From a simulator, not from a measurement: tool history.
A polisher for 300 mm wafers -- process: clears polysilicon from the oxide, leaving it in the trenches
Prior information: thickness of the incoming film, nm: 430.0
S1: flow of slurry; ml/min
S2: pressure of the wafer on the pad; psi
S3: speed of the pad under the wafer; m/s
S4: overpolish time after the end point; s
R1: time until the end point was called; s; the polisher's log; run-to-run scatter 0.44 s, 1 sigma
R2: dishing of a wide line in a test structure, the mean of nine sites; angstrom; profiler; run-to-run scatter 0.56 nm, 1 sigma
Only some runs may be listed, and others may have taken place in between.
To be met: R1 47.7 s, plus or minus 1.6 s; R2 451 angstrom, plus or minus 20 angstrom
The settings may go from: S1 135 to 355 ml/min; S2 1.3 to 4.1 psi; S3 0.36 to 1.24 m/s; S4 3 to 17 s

run  hour   S1   S2    S3  S4      R1      R2
  1     0  225  2.7   0.8   9  33.478  432.08
  2   3.5  225  2.5   0.8  10  36.092  448.84
  3     5  245  2.5   0.8  10  36.101  449.16
  4   6.8  245  2.5  0.94  10  30.907  457.47
  5    14  245  3.1  0.94  10   26.13  466.61
  6  16.9  245  2.7  0.92  10  29.418  462.41
  7  23.4  245  2.4   0.9  10  32.984  452.39
  8  26.9  235  1.7  0.88  13  43.984  450.69
  9  34.9  235  1.6  0.88  14  45.559   451.7

Below are 5 possible settings for the next run. Only one of them brings all results inside the allowed miss of their targets. Which is it?
  A  42.9  275  1.4  0.84   9   ?   ?
  B  42.9  195  1.9  0.68  15   ?   ?
  C  42.9  260  1.8  0.88  16   ?   ?
  D  42.9  260  1.8  0.76  15   ?   ?
  E  42.9  310  1.8  0.84   8   ?   ?

move      R1      R2
   A  51.262  391.16
   B  51.639  452.14
   C  41.464  470.62
   D  47.425  458.87
   E  42.715  400.81
A: the result that was furthest off in the last run now lies on the other side of its target
B: the result that was furthest off in the last run now lies on the other side of its target
C: moves away from the targets compared with the last run
D: in spec on every target
E: moves away from the targets compared with the last run
Move D is the one to make.
